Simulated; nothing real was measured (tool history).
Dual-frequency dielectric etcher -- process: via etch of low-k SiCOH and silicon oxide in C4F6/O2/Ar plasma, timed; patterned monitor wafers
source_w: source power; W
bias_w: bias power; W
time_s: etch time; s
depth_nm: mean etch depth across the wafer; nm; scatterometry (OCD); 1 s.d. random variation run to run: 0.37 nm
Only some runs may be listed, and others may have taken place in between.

run	hour	source_w	bias_w	time_s	depth_nm
1	0	380	224	31	92.092
2	6.5	380	224	31	92.565
3	13.6	360	215	30.5	87.473
4	19.8	430	215	30.5	93.447
5	21.5	410	206	30.5	90.079
6	24.9	480	206	30.5	95.672
7	32.9	460	198	30.5	92.165
8	39	440	191	30.5	90.136

Run 9, settings as shown, results not yet in. Your forecast:
9	44.3	420	185	30.5	?

Logged for run 9: depth_nm 86.12 nm.

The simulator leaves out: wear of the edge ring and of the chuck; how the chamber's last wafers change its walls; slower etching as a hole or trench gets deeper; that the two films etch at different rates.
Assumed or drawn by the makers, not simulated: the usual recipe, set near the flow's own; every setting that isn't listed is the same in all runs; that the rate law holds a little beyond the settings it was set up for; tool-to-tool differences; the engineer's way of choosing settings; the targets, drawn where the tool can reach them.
